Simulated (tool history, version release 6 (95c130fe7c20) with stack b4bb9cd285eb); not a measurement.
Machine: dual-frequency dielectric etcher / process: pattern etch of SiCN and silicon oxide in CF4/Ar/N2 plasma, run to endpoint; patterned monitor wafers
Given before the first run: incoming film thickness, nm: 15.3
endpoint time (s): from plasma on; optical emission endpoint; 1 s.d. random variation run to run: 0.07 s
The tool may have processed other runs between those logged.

run	day	source power (W)	bias power (W)	Ar flow (sccm)	CF4 flow (sccm)	endpoint time (s)
1	0.000	470	54	133	46	22.549
2	0.046	550	54	133	46	19.287
3	0.204	570	54	133	46	18.448
4	0.358	580	54	133	46	18.243
5	0.712	590	54	133	46	18.031
6	0.925	590	50	133	46	18.607

Run 7, settings as shown, results not yet in. Your forecast:
7	1.292	600	50	133	46	?

Run 7 gave endpoint time (s) 18.093.
